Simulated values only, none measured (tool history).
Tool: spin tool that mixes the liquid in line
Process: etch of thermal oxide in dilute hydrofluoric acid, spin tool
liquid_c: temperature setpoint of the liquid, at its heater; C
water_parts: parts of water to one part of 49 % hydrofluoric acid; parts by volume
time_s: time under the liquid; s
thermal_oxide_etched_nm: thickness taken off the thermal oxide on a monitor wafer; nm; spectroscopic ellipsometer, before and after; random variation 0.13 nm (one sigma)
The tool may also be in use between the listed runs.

run 1 hour=0.0 | liquid_c=25.0 water_parts=225 time_s=270 | thermal_oxide_etched_nm=5.1277
run 2 hour=5.6 | liquid_c=26.5 water_parts=190 time_s=270 | thermal_oxide_etched_nm=6.6832
run 3 hour=7.7 | liquid_c=26.5 water_parts=230 time_s=270 | thermal_oxide_etched_nm=5.2473
run 4 hour=13.8 | liquid_c=28.5 water_parts=230 time_s=270 | thermal_oxide_etched_nm=5.7123
run 5 hour=21.5 | liquid_c=28.5 water_parts=285 time_s=270 | thermal_oxide_etched_nm=4.3050
run 6 hour=27.4 | liquid_c=28.5 water_parts=285 time_s=290 | thermal_oxide_etched_nm=4.5323
run 7 hour=32.2 | liquid_c=29.5 water_parts=240 time_s=290 | thermal_oxide_etched_nm=5.9039
run 8 hour=37.1 | liquid_c=33.0 water_parts=150 time_s=290 | thermal_oxide_etched_nm=12.0690
run 9 hour=40.2 | liquid_c=33.0 water_parts=135 time_s=290 | thermal_oxide_etched_nm=13.6440

Forecast run 10:
run 10 hour=41.9 | liquid_c=33.0 water_parts=125 time_s=290 | thermal_oxide_etched_nm=?

thermal_oxide_etched_nm: 14.8980 nm

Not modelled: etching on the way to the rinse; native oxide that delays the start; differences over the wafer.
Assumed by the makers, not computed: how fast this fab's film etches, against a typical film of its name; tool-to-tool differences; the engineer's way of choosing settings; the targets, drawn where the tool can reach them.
